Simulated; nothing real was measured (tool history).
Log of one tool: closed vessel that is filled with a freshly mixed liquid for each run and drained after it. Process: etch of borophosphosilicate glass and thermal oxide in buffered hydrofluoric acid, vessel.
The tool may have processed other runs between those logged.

run	hour	temperature setpoint of the liquid (°C)	parts of 40 % ammonium fluoride to one part of 49 % hydrofluoric acid (parts by volume)	time in the liquid (s)	thickness taken off the borophosphosilicate glass on a monitor wafer (nm)	thickness taken off the thermal oxide on a monitor wafer (nm)
1	0.0	23.0	7.5	60	147.97	88.258
2	6.1	21.5	7.5	60	136.65	80.434
3	15.3	21.5	8.5	60	117.73	71.996
4	20.8	19.5	8.5	60	106.64	63.870
5	25.6	22.0	8.5	60	122.30	73.456
6	27.8	24.0	8.5	60	135.31	81.380
7	35.7	25.5	8.5	60	146.11	86.975

Forecast run 8:
8	43.1	26.5	8.5	60	?	?

For run 8 the tool returned thickness taken off the borophosphosilicate glass on a monitor wafer (nm) 154.73, thickness taken off the thermal oxide on a monitor wafer (nm) 93.780.

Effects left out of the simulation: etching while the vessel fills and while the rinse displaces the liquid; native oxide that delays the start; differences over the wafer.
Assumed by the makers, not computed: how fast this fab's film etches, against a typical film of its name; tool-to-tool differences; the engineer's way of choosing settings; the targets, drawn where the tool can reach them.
